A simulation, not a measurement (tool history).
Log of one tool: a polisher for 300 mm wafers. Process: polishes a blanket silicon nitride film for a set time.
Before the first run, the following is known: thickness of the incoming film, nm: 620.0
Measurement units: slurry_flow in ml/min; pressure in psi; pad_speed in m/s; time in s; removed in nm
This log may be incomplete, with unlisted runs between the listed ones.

Run 1, hour 0: slurry_flow 170 ml/min, pressure 2.5 psi, pad_speed 0.98 m/s, time 88 s. Result: removed 104.3 nm.
Run 2, hour 3.4: slurry_flow 170 ml/min, pressure 2.5 psi, pad_speed 0.98 m/s, time 92 s. Result: removed 110.5 nm.
Run 3, hour 10.4: slurry_flow 165 ml/min, pressure 2.2 psi, pad_speed 0.86 m/s, time 92 s. Result: removed 87.725 nm.
Run 4, hour 18.3: slurry_flow 130 ml/min, pressure 2.2 psi, pad_speed 0.86 m/s, time 92 s. Result: removed 84.032 nm.
Run 5, hour 21: slurry_flow 150 ml/min, pressure 2.2 psi, pad_speed 0.86 m/s, time 92 s. Result: removed 85.635 nm.
Run 6, hour 24.6: slurry_flow 145 ml/min, pressure 1.9 psi, pad_speed 0.78 m/s, time 92 s. Result: removed 68.4 nm.
Run 7, hour 33.6: slurry_flow 145 ml/min, pressure 1.9 psi, pad_speed 0.78 m/s, time 92 s. Result: removed 69.143 nm.
Run 8, hour 37.4: slurry_flow 145 ml/min, pressure 1.9 psi, pad_speed 0.78 m/s, time 92 s. Result: removed 68.594 nm.
Run 9, hour 39.4: slurry_flow 140 ml/min, pressure 1.7 psi, pad_speed 0.74 m/s, time 92 s. Result: removed 58.978 nm.
Run 10, hour 48.4: slurry_flow 135 ml/min, pressure 1.6 psi, pad_speed 0.72 m/s, time 92 s. Result: removed 53.375 nm.
Run 11, hour 54.8: slurry_flow 135 ml/min, pressure 1.6 psi, pad_speed 0.72 m/s, time 92 s. Result: removed 53.804 nm.
Run 12, hour 62.4: slurry_flow 130 ml/min, pressure 1.5 psi, pad_speed 0.72 m/s, time 92 s. Result: removed 50.189 nm.

What does the tool deliver on the next run?
Run 13, hour 63.9: slurry_flow 125 ml/min, pressure 1.4 psi, pad_speed 0.72 m/s, time 92 s. Result: removed ?.

removed: 46.738 nm

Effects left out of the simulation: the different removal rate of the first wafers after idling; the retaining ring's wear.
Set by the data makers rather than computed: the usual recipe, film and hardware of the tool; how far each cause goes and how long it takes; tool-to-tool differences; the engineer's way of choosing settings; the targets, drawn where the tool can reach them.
